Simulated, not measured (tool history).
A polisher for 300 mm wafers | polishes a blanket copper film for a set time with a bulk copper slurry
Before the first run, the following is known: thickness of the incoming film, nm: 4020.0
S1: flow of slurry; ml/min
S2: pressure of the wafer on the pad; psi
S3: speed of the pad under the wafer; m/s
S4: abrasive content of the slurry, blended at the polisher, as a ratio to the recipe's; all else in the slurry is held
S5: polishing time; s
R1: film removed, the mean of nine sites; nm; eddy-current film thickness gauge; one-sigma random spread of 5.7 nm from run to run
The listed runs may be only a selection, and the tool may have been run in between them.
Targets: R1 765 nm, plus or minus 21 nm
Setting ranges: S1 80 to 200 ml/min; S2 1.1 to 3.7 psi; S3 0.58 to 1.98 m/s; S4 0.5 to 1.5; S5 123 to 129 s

{"run": 1, "hour": 0.0, "S1": 130, "S2": 2.4, "S3": 1.28, "S4": 1, "S5": 123, "R1": 1027.2}
{"run": 2, "hour": 1.8, "S1": 125, "S2": 2.3, "S3": 1.28, "S4": 1, "S5": 123, "R1": 986.49}
{"run": 3, "hour": 2.9, "S1": 125, "S2": 2.3, "S3": 1.58, "S4": 1, "S5": 123, "R1": 1130.8}
{"run": 4, "hour": 4.7, "S1": 125, "S2": 2.3, "S3": 1.58, "S4": 1.15, "S5": 123, "R1": 1196.6}
{"hour": 8.9, "done": "slurry blender recalibrated"}
{"run": 5, "hour": 8.9, "S1": 145, "S2": 2.3, "S3": 1.58, "S4": 1.15, "S5": 123, "R1": 1350.4}
{"run": 6, "hour": 16.6, "S1": 145, "S2": 1.9, "S3": 1.58, "S4": 1.15, "S5": 123, "R1": 1114}
{"run": 7, "hour": 22.9, "S1": 130, "S2": 1.8, "S3": 1.58, "S4": 1.15, "S5": 123, "R1": 1056.1}
{"run": 8, "hour": 28.7, "S1": 120, "S2": 1.7, "S3": 1.58, "S4": 1.15, "S5": 123, "R1": 970.04}
{"run": 9, "hour": 33.0, "S1": 110, "S2": 1.6, "S3": 1.58, "S4": 1.15, "S5": 123, "R1": 898.98}

4 next moves are on the table. One of them brings every result within its allowed miss. Which?
{"run": "A", "hour": 37.3, "S1": 110, "S2": 1.7, "S3": 1.02, "S4": 1.5, "S5": 128, "R1": "?"}
{"run": "B", "hour": 37.3, "S1": 120, "S2": 1.6, "S3": 1.28, "S4": 1.3, "S5": 123, "R1": "?"}
{"run": "C", "hour": 37.3, "S1": 110, "S2": 1.5, "S3": 1.46, "S4": 1, "S5": 129, "R1": "?"}
{"run": "D", "hour": 37.3, "S1": 125, "S2": 1.7, "S3": 1.56, "S4": 1.25, "S5": 123, "R1": "?"}

move=A R1=775.86
move=B R1=812.64
move=C R1=806.22
move=D R1=997.48
A: meets every target
B: gains on the last run, yet a result remains outside its allowed miss
C: gains on the last run, yet a result remains outside its allowed miss
D: its largest miss is bigger than the last run's
Go with A: it meets all targets.
